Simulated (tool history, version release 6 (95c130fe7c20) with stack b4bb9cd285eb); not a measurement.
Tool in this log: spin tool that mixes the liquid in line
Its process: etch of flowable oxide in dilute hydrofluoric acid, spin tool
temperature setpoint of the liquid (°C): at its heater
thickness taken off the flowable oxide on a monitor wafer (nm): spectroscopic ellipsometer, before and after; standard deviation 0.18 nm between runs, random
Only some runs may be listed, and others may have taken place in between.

| run | day | temperature setpoint of the liquid (°C) | parts of water to one part of 49 % hydrofluoric acid (parts by volume) | time under the liquid (s) | thickness taken off the flowable oxide on a monitor wafer (nm) |
|---|---|---|---|---|---|
| 1 | 0.000 | 22.0 | 115 | 125 | 34.087 |
| 2 | 0.267 | 23.0 | 115 | 125 | 35.622 |
| 3 | 0.379 | 24.0 | 115 | 125 | 37.054 |
| 4 | 0.492 | 24.0 | 95 | 125 | 45.974 |
| 5 | 0.775 | 23.5 | 95 | 125 | 45.065 |
| 6 | 1.108 | 25.0 | 95 | 125 | 47.806 |

Predict the results of run 7:
| 7 | 1.408 | 24.5 | 95 | 125 | ? |

thickness taken off the flowable oxide on a monitor wafer (nm): 46.620

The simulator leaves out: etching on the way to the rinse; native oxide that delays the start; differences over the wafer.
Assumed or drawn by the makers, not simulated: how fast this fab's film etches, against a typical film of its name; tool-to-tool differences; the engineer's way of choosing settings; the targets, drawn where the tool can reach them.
